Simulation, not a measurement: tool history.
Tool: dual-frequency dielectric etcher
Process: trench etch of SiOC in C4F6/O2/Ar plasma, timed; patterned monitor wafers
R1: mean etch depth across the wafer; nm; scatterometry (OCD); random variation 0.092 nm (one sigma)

Run 1, day 0: source power (W) 320, bias power (W) 236, etch time (s) 10. Result: R1 22.39 nm.
Run 2, day 0.079: source power (W) 360, bias power (W) 252, etch time (s) 10. Result: R1 24.501 nm.
Run 3, day 0.375: source power (W) 360, bias power (W) 213, etch time (s) 10. Result: R1 22.476 nm.
Run 4, day 0.575: source power (W) 390, bias power (W) 229, etch time (s) 10. Result: R1 24.251 nm.
Run 5, day 0.925: source power (W) 390, bias power (W) 253, etch time (s) 10. Result: R1 25.584 nm.
Run 6, day 0.971: source power (W) 370, bias power (W) 253, etch time (s) 10. Result: R1 24.852 nm.
Run 7, day 1.304: source power (W) 390, bias power (W) 255, etch time (s) 10. Result: R1 25.539 nm.

Forecast run 8:
Run 8, day 1.508: source power (W) 410, bias power (W) 257, etch time (s) 10. Result: R1 ?.

Run 8 gave R1 26.219 nm.
